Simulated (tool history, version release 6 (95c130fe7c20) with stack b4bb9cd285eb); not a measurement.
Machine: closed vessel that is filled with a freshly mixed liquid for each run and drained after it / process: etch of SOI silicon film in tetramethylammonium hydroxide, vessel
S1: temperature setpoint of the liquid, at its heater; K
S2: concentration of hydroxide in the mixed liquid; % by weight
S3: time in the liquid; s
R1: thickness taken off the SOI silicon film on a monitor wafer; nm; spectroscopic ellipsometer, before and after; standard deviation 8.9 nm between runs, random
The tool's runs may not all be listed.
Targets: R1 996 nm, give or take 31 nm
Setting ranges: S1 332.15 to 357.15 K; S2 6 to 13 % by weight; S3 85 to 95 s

run	day	S1	S2	S3	R1
1	0	345.15	9	85	698.93
2	0.083	341.65	9	85	562.15
3	0.325	344.15	9	85	665.38
4	0.408	344.15	9.5	85	647.6
5	0.454	344.15	10.5	85	629.13
6	0.558	346.65	10.5	85	726.65
7	0.846	348.65	10.5	85	813.24
8	1.125	349.65	10.5	85	853.14
9	1.412	350.65	10.5	85	918.74
10	1.725	351.15	10.5	85	926.65
11	1.792	351.65	10.5	85	960.59

5 candidate next runs follow, results not yet known. Just one meets every target within its allowed miss. Identify it.
A	1.858	351.65	8.5	90	?
B	1.858	353.65	11	85	?
C	1.858	355.15	13	85	?
D	1.858	352.65	13	85	?
E	1.858	350.65	11.5	95	?

move	R1
A	1099.6
B	1057
C	1072.8
D	934.57
E	983.1
A: takes the biggest miss from the last run beyond its target
B: takes the biggest miss from the last run beyond its target
C: takes the biggest miss from the last run beyond its target
D: its largest miss is bigger than the last run's
E: all results land within tolerance of their targets
E is the move that brings every result within its allowed miss.
